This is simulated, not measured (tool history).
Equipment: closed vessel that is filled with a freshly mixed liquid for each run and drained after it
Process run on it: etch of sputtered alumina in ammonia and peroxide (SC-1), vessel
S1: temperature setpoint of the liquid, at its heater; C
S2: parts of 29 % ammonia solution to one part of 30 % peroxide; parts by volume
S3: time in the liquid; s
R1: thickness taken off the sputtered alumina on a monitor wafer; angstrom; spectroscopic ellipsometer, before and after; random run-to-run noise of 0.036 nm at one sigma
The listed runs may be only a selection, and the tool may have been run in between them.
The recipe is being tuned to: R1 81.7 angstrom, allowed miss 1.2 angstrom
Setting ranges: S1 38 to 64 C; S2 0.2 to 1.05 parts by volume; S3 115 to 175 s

{"run": 1, "hour": 0.0, "S1": 48, "S2": 0.55, "S3": 175, "R1": 68.469}
{"run": 2, "hour": 2.0, "S1": 48.5, "S2": 0.55, "S3": 175, "R1": 70.021}
{"run": 3, "hour": 4.7, "S1": 48.5, "S2": 0.65, "S3": 175, "R1": 71.434}
{"run": 4, "hour": 10.4, "S1": 48.5, "S2": 0.65, "S3": 175, "R1": 71.407}
{"run": 5, "hour": 19.3, "S1": 48.5, "S2": 0.65, "S3": 115, "R1": 46.6}
{"run": 6, "hour": 23.7, "S1": 51, "S2": 0.65, "S3": 115, "R1": 53.813}
{"run": 7, "hour": 25.9, "S1": 53.5, "S2": 0.55, "S3": 120, "R1": 62.959}
{"run": 8, "hour": 34.6, "S1": 56, "S2": 0.55, "S3": 120, "R1": 72.241}
{"run": 9, "hour": 43.1, "S1": 57, "S2": 0.55, "S3": 120, "R1": 76.42}
{"run": 10, "hour": 48.2, "S1": 57.5, "S2": 0.55, "S3": 120, "R1": 78.25}
{"run": 11, "hour": 56.9, "S1": 58, "S2": 0.55, "S3": 120, "R1": 79.948}

Below are 4 possible settings for the next run. Only one of them brings all results inside the allowed miss of their targets. Which is it?
{"run": "A", "hour": 65.6, "S1": 53, "S2": 0.6, "S3": 165, "R1": "?"}
{"run": "B", "hour": 65.6, "S1": 51.5, "S2": 0.45, "S3": 170, "R1": "?"}
{"run": "C", "hour": 65.6, "S1": 51.5, "S2": 0.5, "S3": 175, "R1": "?"}
{"run": "D", "hour": 65.6, "S1": 60, "S2": 0.25, "S3": 115, "R1": "?"}

move=A R1=85.808
move=B R1=79.319
move=C R1=82.472
move=D R1=79.547
A: pushes the last run's worst result past its target
B: lands further from the targets than the last run did
C: in spec on every target
D: lands further from the targets than the last run did
C meets every target.
